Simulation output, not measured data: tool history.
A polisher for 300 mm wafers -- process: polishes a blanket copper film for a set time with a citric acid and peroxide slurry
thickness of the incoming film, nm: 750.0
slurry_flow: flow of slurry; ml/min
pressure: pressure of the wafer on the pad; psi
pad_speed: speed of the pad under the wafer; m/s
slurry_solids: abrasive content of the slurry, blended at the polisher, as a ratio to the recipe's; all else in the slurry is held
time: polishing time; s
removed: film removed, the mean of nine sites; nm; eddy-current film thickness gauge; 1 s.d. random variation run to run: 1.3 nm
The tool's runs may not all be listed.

run 1 hour=0 | slurry_flow=195 pressure=3.5 pad_speed=1.16 slurry_solids=1 time=88 | removed=265
run 2 hour=1.1 | slurry_flow=195 pressure=3.5 pad_speed=1 slurry_solids=1 time=88 | removed=233.81
run 3 hour=2.9 | slurry_flow=195 pressure=3.1 pad_speed=0.96 slurry_solids=1 time=88 | removed=201.61
run 4 hour=4.2 | slurry_flow=150 pressure=3.1 pad_speed=0.96 slurry_solids=1 time=88 | removed=190.61
run 5 hour=12.9 | slurry_flow=150 pressure=3.1 pad_speed=0.96 slurry_solids=1 time=88 | removed=192.94
run 6 hour=19.8 | slurry_flow=150 pressure=2.7 pad_speed=0.96 slurry_solids=1 time=88 | removed=167.55

Predict the results of run 7:
run 7 hour=22.2 | slurry_flow=150 pressure=2.5 pad_speed=0.96 slurry_solids=1 time=88 | removed=?

Logged for run 7: removed 158.43 nm.
